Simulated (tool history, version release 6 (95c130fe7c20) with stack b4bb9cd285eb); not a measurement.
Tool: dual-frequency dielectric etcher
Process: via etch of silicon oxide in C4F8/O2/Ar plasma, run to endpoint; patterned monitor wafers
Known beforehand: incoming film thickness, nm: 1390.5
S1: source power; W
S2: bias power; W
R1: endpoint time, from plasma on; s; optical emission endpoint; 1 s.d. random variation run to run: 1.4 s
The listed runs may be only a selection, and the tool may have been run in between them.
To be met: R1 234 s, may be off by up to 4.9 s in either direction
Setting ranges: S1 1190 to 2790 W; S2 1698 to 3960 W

run  hour    S1    S2      R1
  1     0  1990  2829  262.78
  2     7  1770  2829  271.66
  3   9.8  1920  2895  262.02
  4  12.5  2030  2933  254.65
  5  15.7  2200  2933  250.83
  6  24.7  2270  2966  244.04
  7  25.6  2310  2979  244.03
  8  32.7  2350  2996   242.6
  9  38.6  2390  3013  241.58
 10  43.1  2420  3030  238.21

Which one of the following 5 next-run settings gets every result inside its allowed miss? There is exactly one.
  A  47.6  2140  2973   ?
  B  47.6  2480  3500   ?
  C  47.6  1920  3490   ?
  D  47.6  2330  3321   ?
  E  47.6  2300  2920   ?

move      R1
   A  252.84
   B  227.69
   C  247.71
   D   236.7
   E  248.42
A: the biggest miss grows against the last run
B: takes the result that was furthest off past its target
C: the biggest miss grows against the last run
D: every result lands within tolerance
E: the biggest miss grows against the last run
Move D is the one to make.

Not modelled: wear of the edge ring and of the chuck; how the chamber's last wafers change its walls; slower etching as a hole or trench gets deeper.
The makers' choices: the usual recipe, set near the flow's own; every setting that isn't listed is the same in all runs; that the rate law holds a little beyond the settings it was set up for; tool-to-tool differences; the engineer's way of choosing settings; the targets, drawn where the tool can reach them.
